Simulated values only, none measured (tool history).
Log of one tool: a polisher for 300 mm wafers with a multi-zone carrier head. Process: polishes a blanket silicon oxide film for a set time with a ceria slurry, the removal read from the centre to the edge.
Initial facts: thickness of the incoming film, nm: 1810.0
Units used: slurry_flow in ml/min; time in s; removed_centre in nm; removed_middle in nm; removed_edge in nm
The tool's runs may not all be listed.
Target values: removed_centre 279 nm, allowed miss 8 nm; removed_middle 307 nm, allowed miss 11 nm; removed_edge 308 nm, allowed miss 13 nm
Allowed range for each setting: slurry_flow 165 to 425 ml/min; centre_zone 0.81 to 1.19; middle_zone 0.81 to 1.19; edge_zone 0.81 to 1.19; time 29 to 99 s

run  hour  slurry_flow  centre_zone  middle_zone  edge_zone  time  removed_centre  removed_middle  removed_edge
  1     0          275            1            1          1    64          224.39          220.01        233.96
  2   3.6          280            1         1.05       1.05    68          242.21          242.51        249.09
  3   8.3          280         0.97         1.06       1.06    73             254          261.83        266.36
  4   9.4          280         0.97            1       1.06    73          249.88          250.55        268.13
  5  12.5          280         0.95         1.03       1.07    76          259.51          264.13        278.16
  6  16.1          220         0.95         1.03       1.07    76          248.77          258.15        278.54
  7  22.1          220         0.95         1.06       1.08    78          256.25          272.02        289.08
  8  25.9          225         0.95         1.09       1.09    79          260.63          281.48        291.41
  9  34.5          230         0.95         1.11        1.1    80          268.77          293.31        298.02

Below are 5 possible settings for the next run. Only one of them brings all results inside the allowed miss of their targets. Which is it?
  A  43.1          265         0.95         1.11       1.09    83               ?               ?             ?
  B  43.1          255         0.93         1.19       1.01    76               ?               ?             ?
  C  43.1          200         1.02         1.07       1.11    81               ?               ?             ?
  D  43.1          260         0.98         1.03       1.12    77               ?               ?             ?
  E  43.1          230         0.94         1.14       1.13    80               ?               ?             ?

move  removed_centre  removed_middle  removed_edge
   A          275.84          307.42        314.39
   B          246.91          297.77        276.73
   C          276.56           281.4        302.26
   D          262.34             267        295.35
   E             259          298.56        304.65
A: hits every target within its allowed miss
B: misses by more than the last run did
C: meets the target for the result that was furthest off, but another lies outside its allowed miss
D: misses by more than the last run did
E: misses by more than the last run did
So the answer is move A, the one that meets all the targets.

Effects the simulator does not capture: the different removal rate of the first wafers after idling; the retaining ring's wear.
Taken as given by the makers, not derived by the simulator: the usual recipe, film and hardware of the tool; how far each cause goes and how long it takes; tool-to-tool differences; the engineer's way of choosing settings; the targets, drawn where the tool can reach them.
